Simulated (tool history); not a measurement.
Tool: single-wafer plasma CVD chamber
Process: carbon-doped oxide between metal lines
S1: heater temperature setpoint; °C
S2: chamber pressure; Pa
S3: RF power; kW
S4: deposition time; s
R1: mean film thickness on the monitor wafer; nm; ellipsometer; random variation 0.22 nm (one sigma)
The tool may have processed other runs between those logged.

run	hour	S1	S2	S3	S4	R1
1	0.0	340	517	0.640	7.23	41.004
2	8.6	343	492	0.620	7.22	39.873
3	11.9	343	492	0.620	7.23	39.473
4	14.1	343	492	0.620	7.23	39.875
5	17.5	345	480	0.600	7.21	38.336
6	21.3	345	424	0.600	7.21	38.334
7	29.6	347	420	0.595	7.21	37.626

Run 8 is up next; what results do you expect?
8	37.7	348	415	0.590	7.21	?

R1: 37.513 nm
